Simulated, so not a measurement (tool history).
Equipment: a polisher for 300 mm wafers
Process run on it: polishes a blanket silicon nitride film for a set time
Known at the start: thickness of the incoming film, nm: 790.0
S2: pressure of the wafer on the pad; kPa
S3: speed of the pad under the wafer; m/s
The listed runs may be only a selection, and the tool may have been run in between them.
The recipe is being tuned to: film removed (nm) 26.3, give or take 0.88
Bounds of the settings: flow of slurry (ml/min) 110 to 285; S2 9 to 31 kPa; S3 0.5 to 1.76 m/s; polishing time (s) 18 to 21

Run 1, hour 0: flow of slurry (ml/min) 180, S2 20 kPa, S3 1.12 m/s, polishing time (s) 21. Result: film removed (nm) 34.357.
Run 2, hour 6.2: flow of slurry (ml/min) 175, S2 18.6 kPa, S3 1.12 m/s, polishing time (s) 21. Result: film removed (nm) 31.166.
Run 3, hour 15.2: flow of slurry (ml/min) 175, S2 18.6 kPa, S3 1.34 m/s, polishing time (s) 21. Result: film removed (nm) 36.468.
Run 4, hour 16.4: flow of slurry (ml/min) 175, S2 18.6 kPa, S3 1.34 m/s, polishing time (s) 21. Result: film removed (nm) 35.834.
Run 5, hour 17.4: flow of slurry (ml/min) 170, S2 17.2 kPa, S3 1.34 m/s, polishing time (s) 21. Result: film removed (nm) 33.107.
Run 6, hour 21.4: flow of slurry (ml/min) 170, S2 17.2 kPa, S3 1.34 m/s, polishing time (s) 21. Result: film removed (nm) 33.73.
Run 7, hour 29.9: flow of slurry (ml/min) 165, S2 15.9 kPa, S3 1.34 m/s, polishing time (s) 21. Result: film removed (nm) 30.361.
Run 8, hour 34.6: flow of slurry (ml/min) 160, S2 15.2 kPa, S3 1.34 m/s, polishing time (s) 21. Result: film removed (nm) 29.343.
Run 9, hour 36.4: flow of slurry (ml/min) 155, S2 14.5 kPa, S3 1.34 m/s, polishing time (s) 21. Result: film removed (nm) 27.708.
Run 10, hour 37.2: flow of slurry (ml/min) 150, S2 14.5 kPa, S3 1.34 m/s, polishing time (s) 21. Result: film removed (nm) 27.819.
Run 11, hour 38.1: flow of slurry (ml/min) 145, S2 14.5 kPa, S3 1.34 m/s, polishing time (s) 21. Result: film removed (nm) 27.604.
Run 12, hour 43.4: flow of slurry (ml/min) 140, S2 14.5 kPa, S3 1.34 m/s, polishing time (s) 21. Result: film removed (nm) 27.387.

4 next moves are on the table. One of them brings every result within its allowed miss. Which?
Run A, hour 48.7: flow of slurry (ml/min) 170, S2 13.1 kPa, S3 1.46 m/s, polishing time (s) 21. Result: film removed (nm) ?.
Run B, hour 48.7: flow of slurry (ml/min) 140, S2 12.4 kPa, S3 1.56 m/s, polishing time (s) 21. Result: film removed (nm) ?.
Run C, hour 48.7: flow of slurry (ml/min) 150, S2 14.5 kPa, S3 1.74 m/s, polishing time (s) 18. Result: film removed (nm) ?.
Run D, hour 48.7: flow of slurry (ml/min) 145, S2 20.7 kPa, S3 1.14 m/s, polishing time (s) 18. Result: film removed (nm) ?.

move  film removed (nm)
   A             27.525
   B             26.602
   C             29.225
   D             29.211
A: its largest miss is bigger than the last run's
B: each result inside its tolerance
C: its largest miss is bigger than the last run's
D: its largest miss is bigger than the last run's
Correct choice: B, which meets every target
